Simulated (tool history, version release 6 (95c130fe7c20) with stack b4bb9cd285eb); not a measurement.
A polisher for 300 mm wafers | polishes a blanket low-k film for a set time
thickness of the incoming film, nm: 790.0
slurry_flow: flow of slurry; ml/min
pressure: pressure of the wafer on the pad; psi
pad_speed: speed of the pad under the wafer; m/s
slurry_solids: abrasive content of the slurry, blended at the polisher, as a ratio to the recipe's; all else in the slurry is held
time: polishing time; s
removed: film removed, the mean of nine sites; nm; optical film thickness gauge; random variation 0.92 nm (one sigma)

run  hour  slurry_flow  pressure  pad_speed  slurry_solids  time  removed
  1     0          160       2.3       1.24              1    84   42.668
  2   5.8          130       2.3       1.24              1    84   39.698
  3   7.4          155       2.3       1.24              1    84   42.066
  4  11.9          160       2.4       1.24              1    84   43.282
  5  14.1          165       2.5       1.26              1    84    45.38
  6  18.4          165       2.5       1.26              1    88   48.921
  7  20.4          170       2.6       1.26              1    88   52.192

Run 8 comes next. What will it give?
  8  22.6          175       2.7       1.26              1    88        ?

Run 8 gave removed 52.794 nm.
